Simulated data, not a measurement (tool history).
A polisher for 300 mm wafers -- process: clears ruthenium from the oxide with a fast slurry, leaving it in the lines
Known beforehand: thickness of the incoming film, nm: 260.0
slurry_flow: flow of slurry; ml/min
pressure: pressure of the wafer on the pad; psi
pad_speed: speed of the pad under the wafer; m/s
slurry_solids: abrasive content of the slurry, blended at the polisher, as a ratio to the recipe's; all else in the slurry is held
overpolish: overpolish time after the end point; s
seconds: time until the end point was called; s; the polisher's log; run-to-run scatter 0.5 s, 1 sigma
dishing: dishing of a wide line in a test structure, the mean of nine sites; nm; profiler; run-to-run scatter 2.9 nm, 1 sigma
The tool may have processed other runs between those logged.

run	hour	slurry_flow	pressure	pad_speed	slurry_solids	overpolish	seconds	dishing
1	0.0	310	3.2	0.92	1.00	20	41.649	77.849
2	1.9	310	3.2	0.92	1.10	20	40.879	81.924
3	2.5	310	3.2	0.92	1.10	24	39.099	93.937
4	3.6	310	3.2	0.92	1.00	24	41.738	91.890
5	5.0	310	3.3	0.92	1.00	25	41.998	95.464
6	6.8	310	3.4	0.92	1.00	25	40.771	102.570
7	12.5	310	3.4	0.92	1.00	25	40.458	100.690
8	19.3	310	3.5	0.92	1.00	25	39.172	100.870
9	22.9	310	3.6	0.92	1.00	26	36.908	103.630
10	26.2	310	3.6	0.94	1.00	27	38.431	110.730
11	34.7	310	3.7	0.94	1.00	27	36.386	111.080
12	43.6	310	3.8	0.94	1.00	28	37.047	118.410
13	47.4	310	3.8	0.94	1.00	28	36.191	115.750
14	50.8	310	3.9	0.94	1.00	29	34.463	124.260
15	57.7	310	4.0	0.94	1.00	29	33.662	122.810
16	58.5	310	4.2	1.00	0.95	32	32.627	137.450

Run 17 is up next; what results do you expect?
17	59.6	310	4.2	1.00	0.95	32	?	?

{"run 17": {"seconds": 33.59, "dishing": 135.62}}
